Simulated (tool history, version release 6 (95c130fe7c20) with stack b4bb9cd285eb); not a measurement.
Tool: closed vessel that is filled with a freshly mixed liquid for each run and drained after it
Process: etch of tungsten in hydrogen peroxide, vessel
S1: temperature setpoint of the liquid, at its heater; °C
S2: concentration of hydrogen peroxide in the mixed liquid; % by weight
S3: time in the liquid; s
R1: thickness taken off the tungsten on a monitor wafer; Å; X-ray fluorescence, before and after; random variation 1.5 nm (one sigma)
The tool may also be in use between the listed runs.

| run | hour | S1 | S2 | S3 | R1 |
|---|---|---|---|---|---|
| 1 | 0.0 | 49.0 | 24.5 | 105 | 1793.8 |
| 2 | 2.7 | 42.0 | 24.5 | 105 | 1153.9 |
| 3 | 5.1 | 45.5 | 24.5 | 105 | 1452.6 |
| 4 | 13.5 | 45.5 | 24.5 | 110 | 1514.3 |
| 5 | 18.6 | 48.5 | 24.5 | 110 | 1828.4 |
| 6 | 21.6 | 51.0 | 24.5 | 110 | 2130.0 |

Forecast run 7:
| 7 | 22.6 | 59.0 | 24.5 | 110 | ? |

R1: 3430.7 Å
